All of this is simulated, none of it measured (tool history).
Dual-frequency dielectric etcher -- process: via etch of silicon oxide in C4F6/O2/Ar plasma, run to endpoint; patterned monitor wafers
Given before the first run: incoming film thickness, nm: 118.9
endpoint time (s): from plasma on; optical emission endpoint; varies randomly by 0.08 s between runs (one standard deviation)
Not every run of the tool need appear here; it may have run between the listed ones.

| run | hour | bias power (kW) | source power (kW) | Ar flow (sccm) | endpoint time (s) |
|---|---|---|---|---|---|
| 1 | 0.0 | 0.387 | 0.360 | 307 | 28.842 |
| 2 | 4.1 | 0.398 | 0.360 | 307 | 28.480 |
| 3 | 9.5 | 0.398 | 0.360 | 286 | 28.218 |
| 4 | 13.4 | 0.406 | 0.360 | 286 | 28.159 |
| 5 | 15.6 | 0.370 | 0.360 | 286 | 29.127 |
| 6 | 20.5 | 0.382 | 0.360 | 286 | 28.773 |

What does the tool deliver on the next run?
| 7 | 23.0 | 0.392 | 0.360 | 286 | ? |

endpoint time (s): 28.254
